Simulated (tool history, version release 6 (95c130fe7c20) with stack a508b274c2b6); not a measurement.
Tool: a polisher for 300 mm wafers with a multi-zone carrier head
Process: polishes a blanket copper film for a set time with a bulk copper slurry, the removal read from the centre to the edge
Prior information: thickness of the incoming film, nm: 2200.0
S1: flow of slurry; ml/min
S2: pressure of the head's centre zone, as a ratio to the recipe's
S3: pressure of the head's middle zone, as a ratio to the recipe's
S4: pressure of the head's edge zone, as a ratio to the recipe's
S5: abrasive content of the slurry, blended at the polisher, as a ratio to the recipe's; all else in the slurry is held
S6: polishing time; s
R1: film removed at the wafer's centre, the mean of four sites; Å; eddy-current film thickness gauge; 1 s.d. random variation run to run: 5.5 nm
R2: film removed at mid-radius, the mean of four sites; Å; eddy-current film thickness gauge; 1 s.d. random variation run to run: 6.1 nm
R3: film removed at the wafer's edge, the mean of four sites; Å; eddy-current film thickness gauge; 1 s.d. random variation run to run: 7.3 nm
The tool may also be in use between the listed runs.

| run | hour | S1 | S2 | S3 | S4 | S5 | S6 | R1 | R2 | R3 |
|---|---|---|---|---|---|---|---|---|---|---|
| 1 | 0.0 | 175 | 1.00 | 1.00 | 1.00 | 1.00 | 49 | 4033.8 | 3822.1 | 4052.7 |
| 2 | 6.3 | 175 | 1.00 | 1.00 | 1.04 | 1.00 | 49 | 3954.0 | 3788.1 | 4078.4 |
| 3 | 7.4 | 180 | 0.98 | 1.00 | 1.07 | 1.10 | 51 | 4293.4 | 4020.5 | 4367.1 |
| 4 | 10.5 | 170 | 0.94 | 1.00 | 1.09 | 1.15 | 54 | 4306.2 | 4293.7 | 4775.2 |
| 5 | 11.6 | 170 | 0.94 | 1.00 | 1.05 | 1.15 | 54 | 4228.0 | 4293.9 | 4759.7 |
| 6 | 18.4 | 170 | 0.94 | 1.00 | 0.98 | 1.15 | 54 | 4332.9 | 4318.4 | 4484.7 |
| 7 | 26.2 | 170 | 0.93 | 1.00 | 1.02 | 1.20 | 55 | 4385.3 | 4419.2 | 4695.2 |

Run 8 has not been measured yet. What should we expect?
| 8 | 31.2 | 170 | 0.92 | 1.00 | 1.05 | 1.25 | 56 | ? | ? | ? |

{"run 8": {"R1": 4435.8, "R2": 4505.6, "R3": 4970.5}}
